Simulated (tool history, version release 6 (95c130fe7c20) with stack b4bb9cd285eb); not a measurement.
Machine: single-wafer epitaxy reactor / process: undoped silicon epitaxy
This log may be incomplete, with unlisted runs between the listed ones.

run  hour  wafer temperature setpoint (pyrometer-controlled) (deg C)  deposition time (s)  mean film thickness on the monitor wafer (Å)
  1   0.0                                                        650                  296                                        512.35
  2   1.5                                                        660                  296                                        653.06
  3   8.0                                                        660                  271                                        598.01
  4  16.2                                                        655                  271                                        527.14
  5  21.8                                                        655                  246                                        480.16
  6  30.4                                                        655                  268                                        522.96

Forecast run 7:
  7  32.8                                                        653                  268                                             ?

Run 7 gave mean film thickness on the monitor wafer (Å) 495.87.

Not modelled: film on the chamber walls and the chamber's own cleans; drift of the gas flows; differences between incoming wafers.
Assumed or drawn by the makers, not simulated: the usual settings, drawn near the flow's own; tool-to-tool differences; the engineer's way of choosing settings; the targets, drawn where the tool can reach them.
